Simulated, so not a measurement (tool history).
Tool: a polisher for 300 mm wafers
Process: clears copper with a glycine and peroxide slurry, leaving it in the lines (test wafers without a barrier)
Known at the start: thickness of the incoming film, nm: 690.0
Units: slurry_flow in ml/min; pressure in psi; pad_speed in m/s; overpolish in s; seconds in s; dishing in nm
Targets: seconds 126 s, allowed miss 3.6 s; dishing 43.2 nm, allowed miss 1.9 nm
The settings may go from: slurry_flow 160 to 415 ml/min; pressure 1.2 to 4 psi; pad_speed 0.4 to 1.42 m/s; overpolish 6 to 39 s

Run 1, day 0: slurry_flow 265 ml/min, pressure 2.6 psi, pad_speed 0.9 m/s, overpolish 20 s. Result: seconds 134.32 s, dishing 69.581 nm.
Run 2, day 0.371: slurry_flow 265 ml/min, pressure 2.6 psi, pad_speed 0.9 m/s, overpolish 16 s. Result: seconds 135.46 s, dishing 58.232 nm.
Run 3, day 0.517: slurry_flow 265 ml/min, pressure 2.6 psi, pad_speed 1.1 m/s, overpolish 16 s. Result: seconds 115.19 s, dishing 65.131 nm.
Run 4, day 0.571: slurry_flow 265 ml/min, pressure 2.6 psi, pad_speed 1.18 m/s, overpolish 16 s. Result: seconds 106.73 s, dishing 68.855 nm.
Run 5, day 0.671: slurry_flow 265 ml/min, pressure 2.6 psi, pad_speed 1.1 m/s, overpolish 16 s. Result: seconds 114.11 s, dishing 64.47 nm.
Run 6, day 0.767: slurry_flow 265 ml/min, pressure 2.6 psi, pad_speed 1.1 m/s, overpolish 12 s. Result: seconds 114.79 s, dishing 51.385 nm.
Run 7, day 0.792: slurry_flow 265 ml/min, pressure 2.5 psi, pad_speed 1.1 m/s, overpolish 12 s. Result: seconds 118.17 s, dishing 49.904 nm.
Run 8, day 1.108: slurry_flow 265 ml/min, pressure 2.4 psi, pad_speed 1.1 m/s, overpolish 12 s. Result: seconds 121.13 s, dishing 49.296 nm.

Which of these 5 next moves meets every target?
Run A, day 1.425: slurry_flow 275 ml/min, pressure 2.2 psi, pad_speed 1.16 m/s, overpolish 14 s. Result: seconds ?, dishing ?.
Run B, day 1.425: slurry_flow 285 ml/min, pressure 2.3 psi, pad_speed 1.08 m/s, overpolish 14 s. Result: seconds ?, dishing ?.
Run C, day 1.425: slurry_flow 245 ml/min, pressure 2.3 psi, pad_speed 1.06 m/s, overpolish 15 s. Result: seconds ?, dishing ?.
Run D, day 1.425: slurry_flow 205 ml/min, pressure 2.2 psi, pad_speed 1.18 m/s, overpolish 11 s. Result: seconds ?, dishing ?.
Run E, day 1.425: slurry_flow 190 ml/min, pressure 2.9 psi, pad_speed 0.98 m/s, overpolish 10 s. Result: seconds ?, dishing ?.

move  seconds  dishing
   A   124.32   53.181
   B   126.71   52.508
   C    130.2   54.445
   D   125.67   42.739
   E   117.48   42.158
A: further off than the last run
B: further off than the last run
C: further off than the last run
D: meets every target
E: brings the result that was furthest off to its target, and leaves another outside
The right move is D.

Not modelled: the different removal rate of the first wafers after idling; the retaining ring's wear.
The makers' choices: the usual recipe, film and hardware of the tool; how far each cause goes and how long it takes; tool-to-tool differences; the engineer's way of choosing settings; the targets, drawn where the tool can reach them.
